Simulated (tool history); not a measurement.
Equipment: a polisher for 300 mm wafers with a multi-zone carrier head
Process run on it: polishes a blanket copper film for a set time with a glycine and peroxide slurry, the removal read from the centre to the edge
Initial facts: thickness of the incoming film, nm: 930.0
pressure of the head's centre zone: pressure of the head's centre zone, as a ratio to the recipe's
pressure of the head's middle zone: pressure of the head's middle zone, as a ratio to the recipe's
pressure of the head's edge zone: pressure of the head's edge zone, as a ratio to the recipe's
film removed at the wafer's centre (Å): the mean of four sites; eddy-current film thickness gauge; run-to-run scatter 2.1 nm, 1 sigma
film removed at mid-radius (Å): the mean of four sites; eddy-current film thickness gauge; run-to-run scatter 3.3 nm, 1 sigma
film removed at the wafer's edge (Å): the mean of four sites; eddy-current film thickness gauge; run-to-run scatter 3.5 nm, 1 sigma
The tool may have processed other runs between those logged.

run,hour,flow of slurry (ml/min),pressure of the head's centre zone,pressure of the head's middle zone,pressure of the head's edge zone,polishing time (s),film removed at the wafer's centre (Å),film removed at mid-radius (Å),film removed at the wafer's edge (Å)
1,0,255,1,1,1,79,2739.6,2987,3091.8
2,5.3,255,1,1,1.08,79,2710.2,2983.6,3216.3
3,7.7,255,0.99,1.01,1.08,79,2684.1,3034,3176.9
4,15.5,255,0.99,1.01,1.02,79,2712.3,3003.1,3123.4
5,18.8,255,0.98,1.02,1.03,79,2664.4,2988.2,3160
6,21.7,255,0.98,1.02,1.03,67,2277.1,2529.9,2639.4
7,24.3,260,0.98,1.03,1.05,69,2332.7,2672.8,2740.6
8,27,265,0.98,1.03,1.07,71,2418.9,2771.2,2876.9
9,30.7,280,0.98,1.04,1.09,71,2431.8,2791.5,2936.1

Run 10, settings as shown, results not yet in. Your forecast:
10,31.5,295,0.98,1.06,1.11,71,?,?,?

{"run 10": {"film removed at the wafer's centre (Å)": 2441.3, "film removed at mid-radius (Å)": 2782.2, "film removed at the wafer's edge (Å)": 2963.4}}

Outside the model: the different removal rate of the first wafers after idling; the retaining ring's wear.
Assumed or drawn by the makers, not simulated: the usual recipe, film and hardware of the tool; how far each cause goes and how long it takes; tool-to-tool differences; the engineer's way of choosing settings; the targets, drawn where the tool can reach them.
